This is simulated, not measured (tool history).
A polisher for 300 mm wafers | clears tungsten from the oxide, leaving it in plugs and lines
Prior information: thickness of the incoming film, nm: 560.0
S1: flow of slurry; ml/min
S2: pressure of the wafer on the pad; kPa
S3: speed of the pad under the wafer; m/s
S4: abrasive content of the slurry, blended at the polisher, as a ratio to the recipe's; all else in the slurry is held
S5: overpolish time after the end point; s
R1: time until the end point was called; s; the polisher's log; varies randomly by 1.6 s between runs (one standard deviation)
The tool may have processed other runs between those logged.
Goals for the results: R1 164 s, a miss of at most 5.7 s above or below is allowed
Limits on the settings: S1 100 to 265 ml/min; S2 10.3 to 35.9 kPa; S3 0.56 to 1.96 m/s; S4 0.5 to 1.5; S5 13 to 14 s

Run 1, hour 0: S1 170 ml/min, S2 22.8 kPa, S3 1.26 m/s, S4 1, S5 13 s. Result: R1 111.3 s.
Run 2, hour 2.6: S1 170 ml/min, S2 21.4 kPa, S3 1.26 m/s, S4 1, S5 13 s. Result: R1 118.09 s.
Run 3, hour 6.6: S1 170 ml/min, S2 20 kPa, S3 1.26 m/s, S4 1, S5 13 s. Result: R1 127.12 s.
Run 4, hour 14.4: S1 170 ml/min, S2 19.3 kPa, S3 1.26 m/s, S4 1, S5 13 s. Result: R1 127.83 s.
Run 5, hour 21.4: S1 170 ml/min, S2 19.3 kPa, S3 1.26 m/s, S4 1, S5 13 s. Result: R1 128.88 s.
Run 6, hour 25.3: S1 170 ml/min, S2 18.6 kPa, S3 1.26 m/s, S4 1, S5 13 s. Result: R1 133 s.
Run 7, hour 33.4: S1 170 ml/min, S2 17.9 kPa, S3 1.26 m/s, S4 1, S5 13 s. Result: R1 134.34 s.
Run 8, hour 36.8: S1 155 ml/min, S2 12.4 kPa, S3 1.24 m/s, S4 1, S5 13 s. Result: R1 181.72 s.
Run 9, hour 37.6: S1 160 ml/min, S2 12.4 kPa, S3 1.24 m/s, S4 1, S5 13 s. Result: R1 182.51 s.
Run 10, hour 39.5: S1 165 ml/min, S2 15.2 kPa, S3 1.24 m/s, S4 1, S5 13 s. Result: R1 157.15 s.
Run 11, hour 48.1: S1 160 ml/min, S2 15.2 kPa, S3 1.24 m/s, S4 1, S5 13 s. Result: R1 157.39 s.

Next run, 4 choices. One meets every target within its allowed miss, the rest don't. Which?
Run A, hour 56.7: S1 165 ml/min, S2 15.2 kPa, S3 1.3 m/s, S4 1, S5 13 s. Result: R1 ?.
Run B, hour 56.7: S1 180 ml/min, S2 15.2 kPa, S3 1.24 m/s, S4 1.15, S5 13 s. Result: R1 ?.
Run C, hour 56.7: S1 125 ml/min, S2 17.2 kPa, S3 1.08 m/s, S4 1.05, S5 13 s. Result: R1 ?.
Run D, hour 56.7: S1 210 ml/min, S2 11 kPa, S3 1.54 m/s, S4 1.1, S5 13 s. Result: R1 ?.

move      R1
   A  151.98
   B   150.4
   C   166.7
   D  154.98
A: the biggest miss grows against the last run
B: the biggest miss grows against the last run
C: hits every target within its allowed miss
D: the biggest miss grows against the last run
Correct choice: C, which meets every target
